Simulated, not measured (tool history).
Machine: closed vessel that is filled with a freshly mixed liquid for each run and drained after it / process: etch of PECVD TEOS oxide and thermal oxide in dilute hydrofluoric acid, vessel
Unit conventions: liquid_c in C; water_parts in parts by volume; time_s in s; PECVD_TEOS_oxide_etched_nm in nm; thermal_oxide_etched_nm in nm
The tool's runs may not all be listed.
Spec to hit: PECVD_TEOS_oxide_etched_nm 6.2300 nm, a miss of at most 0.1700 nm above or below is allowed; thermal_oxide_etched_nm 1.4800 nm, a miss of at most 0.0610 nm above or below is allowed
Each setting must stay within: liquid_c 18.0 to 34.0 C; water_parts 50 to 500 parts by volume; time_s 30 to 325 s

{"run": 1, "hour": 0.0, "liquid_c": 26.0, "water_parts": 275, "time_s": 165, "PECVD_TEOS_oxide_etched_nm": 9.6428, "thermal_oxide_etched_nm": 2.2858}
{"run": 2, "hour": 1.9, "liquid_c": 26.0, "water_parts": 275, "time_s": 200, "PECVD_TEOS_oxide_etched_nm": 11.715, "thermal_oxide_etched_nm": 2.8224}
{"run": 3, "hour": 3.6, "liquid_c": 23.0, "water_parts": 275, "time_s": 200, "PECVD_TEOS_oxide_etched_nm": 10.642, "thermal_oxide_etched_nm": 2.4858}
{"run": 4, "hour": 4.3, "liquid_c": 23.0, "water_parts": 370, "time_s": 200, "PECVD_TEOS_oxide_etched_nm": 7.0925, "thermal_oxide_etched_nm": 1.7043}
{"run": 5, "hour": 13.1, "liquid_c": 25.0, "water_parts": 370, "time_s": 200, "PECVD_TEOS_oxide_etched_nm": 7.6663, "thermal_oxide_etched_nm": 1.8714}
{"run": 6, "hour": 21.4, "liquid_c": 23.5, "water_parts": 370, "time_s": 200, "PECVD_TEOS_oxide_etched_nm": 7.3179, "thermal_oxide_etched_nm": 1.7452}
{"run": 7, "hour": 28.3, "liquid_c": 23.0, "water_parts": 375, "time_s": 200, "PECVD_TEOS_oxide_etched_nm": 7.0292, "thermal_oxide_etched_nm": 1.6327}
{"run": 8, "hour": 36.3, "liquid_c": 23.0, "water_parts": 380, "time_s": 200, "PECVD_TEOS_oxide_etched_nm": 6.9888, "thermal_oxide_etched_nm": 1.6446}
{"run": 9, "hour": 39.0, "liquid_c": 23.0, "water_parts": 385, "time_s": 200, "PECVD_TEOS_oxide_etched_nm": 6.8037, "thermal_oxide_etched_nm": 1.6491}
{"run": 10, "hour": 42.5, "liquid_c": 22.5, "water_parts": 385, "time_s": 200, "PECVD_TEOS_oxide_etched_nm": 6.7087, "thermal_oxide_etched_nm": 1.5927}

Next run, 4 choices. One meets every target within its allowed miss, the rest don't. Which?
{"run": "A", "hour": 46.0, "liquid_c": 24.0, "water_parts": 420, "time_s": 185, "PECVD_TEOS_oxide_etched_nm": "?", "thermal_oxide_etched_nm": "?"}
{"run": "B", "hour": 46.0, "liquid_c": 18.0, "water_parts": 290, "time_s": 185, "PECVD_TEOS_oxide_etched_nm": "?", "thermal_oxide_etched_nm": "?"}
{"run": "C", "hour": 46.0, "liquid_c": 24.0, "water_parts": 380, "time_s": 200, "PECVD_TEOS_oxide_etched_nm": "?", "thermal_oxide_etched_nm": "?"}
{"run": "D", "hour": 46.0, "liquid_c": 23.5, "water_parts": 445, "time_s": 220, "PECVD_TEOS_oxide_etched_nm": "?", "thermal_oxide_etched_nm": "?"}

move=A PECVD_TEOS_oxide_etched_nm=5.8033 thermal_oxide_etched_nm=1.3692
move=B PECVD_TEOS_oxide_etched_nm=7.6292 thermal_oxide_etched_nm=1.8001
move=C PECVD_TEOS_oxide_etched_nm=7.1869 thermal_oxide_etched_nm=1.6957
move=D PECVD_TEOS_oxide_etched_nm=6.2711 thermal_oxide_etched_nm=1.4796
A: carries the result that was furthest off beyond its target, to the other side
B: the biggest miss grows against the last run
C: the biggest miss grows against the last run
D: meets every target
Move D is the one to make.
